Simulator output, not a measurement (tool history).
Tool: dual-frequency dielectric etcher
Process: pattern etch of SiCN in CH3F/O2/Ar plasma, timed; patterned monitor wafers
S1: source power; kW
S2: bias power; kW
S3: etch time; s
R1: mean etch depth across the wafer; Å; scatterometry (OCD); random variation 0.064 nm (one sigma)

run,day,S1,S2,S3,R1
1,0,0.55,0.095,33.5,145.62
2,0.158,0.59,0.095,33.5,149.68
3,0.283,0.68,0.095,33.5,160.28
4,0.433,0.65,0.091,33,152.18
5,0.642,0.62,0.088,33,146.07
6,0.946,0.62,0.08,33,142.98
7,1.058,0.59,0.078,33,137.2

Expected results for the next run?
8,1.154,0.59,0.078,33,?

Run 8 produced R1 138.58 Å.

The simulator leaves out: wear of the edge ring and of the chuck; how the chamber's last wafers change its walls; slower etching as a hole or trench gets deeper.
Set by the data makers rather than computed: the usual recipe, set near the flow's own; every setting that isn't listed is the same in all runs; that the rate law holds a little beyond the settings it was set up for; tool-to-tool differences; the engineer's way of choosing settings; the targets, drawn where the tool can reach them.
